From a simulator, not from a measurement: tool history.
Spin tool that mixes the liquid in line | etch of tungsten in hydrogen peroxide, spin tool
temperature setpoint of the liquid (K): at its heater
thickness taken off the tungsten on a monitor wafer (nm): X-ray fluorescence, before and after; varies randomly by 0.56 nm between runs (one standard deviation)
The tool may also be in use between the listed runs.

run,hour,temperature setpoint of the liquid (K),concentration of hydrogen peroxide in the mixed liquid (% by weight),time under the liquid (s),thickness taken off the tungsten on a monitor wafer (nm)
1,0.0,321.15,25.0,45,131.14
2,4.6,325.15,25.0,45,167.81
3,9.8,325.15,25.0,45,166.54
4,15.1,325.15,28.5,45,178.00
5,18.7,323.15,28.5,45,158.09
6,21.8,321.65,28.5,45,144.45
7,23.6,316.15,28.5,45,101.08

Estimate the outcome of run 8 from the log above:
8,25.1,316.65,28.5,45,?

Logged for run 8: thickness taken off the tungsten on a monitor wafer (nm) 105.43.
